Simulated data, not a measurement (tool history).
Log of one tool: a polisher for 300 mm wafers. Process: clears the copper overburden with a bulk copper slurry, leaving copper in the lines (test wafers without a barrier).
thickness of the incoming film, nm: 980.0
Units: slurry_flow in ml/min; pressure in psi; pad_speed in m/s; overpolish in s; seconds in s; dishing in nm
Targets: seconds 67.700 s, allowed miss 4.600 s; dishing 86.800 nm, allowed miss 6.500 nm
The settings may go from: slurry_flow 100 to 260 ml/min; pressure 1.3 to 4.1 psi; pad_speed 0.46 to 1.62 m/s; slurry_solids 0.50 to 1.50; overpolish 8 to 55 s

run	hour	slurry_flow	pressure	pad_speed	slurry_solids	overpolish	seconds	dishing
1	0.0	165	2.7	1.04	1.00	28	105.570	77.263
2	6.5	165	2.9	1.06	1.00	27	98.195	82.535
3	13.9	165	2.9	0.94	1.00	27	115.540	80.682
4	17.0	165	2.9	0.94	0.80	27	115.030	77.847
5	24.7	165	2.4	0.94	0.80	27	140.470	72.812
6	26.7	165	2.7	0.98	0.80	25	124.570	75.944
7	32.4	165	2.9	1.04	0.80	22	106.650	74.205
8	33.5	165	3.1	1.06	0.80	22	97.521	79.408
9	42.1	165	3.3	1.08	0.80	20	90.691	75.392
10	43.2	165	3.4	1.08	0.80	21	86.615	81.778
11	44.8	165	3.9	1.16	0.80	13	70.780	76.413
12	53.7	165	3.9	1.16	0.80	15	71.044	80.868
13	60.2	165	3.9	1.16	0.80	16	73.605	80.018
14	65.5	165	3.9	1.16	0.80	17	72.245	81.313
15	74.0	165	3.9	1.16	0.80	18	73.778	80.057
16	79.0	165	3.9	1.16	0.80	18	71.778	83.965

4 next moves are on the table. One of them brings every result within its allowed miss. Which?
A	84.0	170	3.7	1.28	0.80	23	?	?
B	84.0	210	3.8	1.22	0.90	13	?	?
C	84.0	175	3.8	1.08	0.80	19	?	?
D	84.0	185	3.9	1.30	0.75	13	?	?

move	seconds	dishing
A	69.011	85.829
B	66.616	76.918
C	78.952	81.481
D	64.800	77.852
A: meets every target
B: brings the result that was furthest off to its target, and leaves another outside
C: further off than the last run
D: brings the result that was furthest off to its target, and leaves another outside
The right move is A.
